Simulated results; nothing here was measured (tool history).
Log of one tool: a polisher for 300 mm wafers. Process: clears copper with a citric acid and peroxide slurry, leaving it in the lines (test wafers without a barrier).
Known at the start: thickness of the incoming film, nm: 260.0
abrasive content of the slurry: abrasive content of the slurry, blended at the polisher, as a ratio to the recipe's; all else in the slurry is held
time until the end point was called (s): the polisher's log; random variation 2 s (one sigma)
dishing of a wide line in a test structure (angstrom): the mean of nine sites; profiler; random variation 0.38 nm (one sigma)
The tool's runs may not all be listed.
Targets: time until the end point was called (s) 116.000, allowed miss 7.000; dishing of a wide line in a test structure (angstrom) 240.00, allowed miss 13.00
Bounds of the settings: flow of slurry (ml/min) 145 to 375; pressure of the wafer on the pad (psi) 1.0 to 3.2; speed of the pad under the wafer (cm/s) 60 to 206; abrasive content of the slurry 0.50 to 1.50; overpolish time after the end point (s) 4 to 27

run	hour	flow of slurry (ml/min)	pressure of the wafer on the pad (psi)	speed of the pad under the wafer (cm/s)	abrasive content of the slurry	overpolish time after the end point (s)	time until the end point was called (s)	dishing of a wide line in a test structure (angstrom)
1	0.0	240	2.1	132	1.00	14	109.650	172.16
2	4.8	240	2.4	132	1.00	14	97.535	191.47
3	9.7	240	2.4	132	1.00	8	96.921	124.10
4	10.5	240	2.3	130	1.00	12	102.100	167.77
5	15.1	240	2.3	162	1.00	12	86.991	183.98
6	23.0	240	2.3	162	1.20	12	83.250	194.45
7	24.2	245	2.0	162	1.20	14	94.717	192.44
8	25.1	245	2.0	162	1.20	14	99.048	197.25
9	27.7	245	2.0	162	1.20	14	96.622	192.17
10	29.6	245	1.9	160	1.20	16	103.240	201.26
11	31.6	245	1.8	158	1.20	18	108.840	212.49
12	38.3	245	1.8	158	1.20	19	109.010	211.59

Which of these 4 next moves meets every target?
A	45.0	220	2.0	128	1.05	24	?	?
B	45.0	230	1.9	164	1.45	16	?	?
C	45.0	215	2.0	156	1.10	17	?	?
D	45.0	230	2.0	164	1.15	19	?	?

move	time until the end point was called (s)	dishing of a wide line in a test structure (angstrom)
A	116.100	233.87
B	94.508	207.69
C	99.914	208.62
D	94.716	229.57
A: meets every target
B: further off than the last run
C: further off than the last run
D: brings the result that was furthest off to its target, and leaves another outside
The right move is A.

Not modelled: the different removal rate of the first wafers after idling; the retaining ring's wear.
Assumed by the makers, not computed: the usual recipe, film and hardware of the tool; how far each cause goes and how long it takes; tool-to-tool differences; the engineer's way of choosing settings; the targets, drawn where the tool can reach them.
